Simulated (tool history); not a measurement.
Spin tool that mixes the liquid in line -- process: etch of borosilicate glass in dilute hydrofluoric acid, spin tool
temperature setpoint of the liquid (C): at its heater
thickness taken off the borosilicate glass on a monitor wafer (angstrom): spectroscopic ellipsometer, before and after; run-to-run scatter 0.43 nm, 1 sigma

run  hour  temperature setpoint of the liquid (C)  parts of water to one part of 49 % hydrofluoric acid (parts by volume)  time under the liquid (s)  thickness taken off the borosilicate glass on a monitor wafer (angstrom)
  1     0                                      23                                                                      90                        180                                                                    797.69
  2   3.9                                      23                                                                      90                        195                                                                    875.51
  3   4.6                                    20.5                                                                      90                        195                                                                    783.48
  4   9.7                                    19.5                                                                      90                        195                                                                    745.53
  5  13.6                                    22.5                                                                      90                        195                                                                    857.52
  6  20.9                                      21                                                                      90                        195                                                                    797.85
  7  22.4                                      20                                                                      90                        195                                                                    783.24

Predict the results of run 8:
  8  24.3                                      19                                                                      95                        195                                                                         ?

{"run 8": {"thickness taken off the borosilicate glass on a monitor wafer (angstrom)": 696.74}}

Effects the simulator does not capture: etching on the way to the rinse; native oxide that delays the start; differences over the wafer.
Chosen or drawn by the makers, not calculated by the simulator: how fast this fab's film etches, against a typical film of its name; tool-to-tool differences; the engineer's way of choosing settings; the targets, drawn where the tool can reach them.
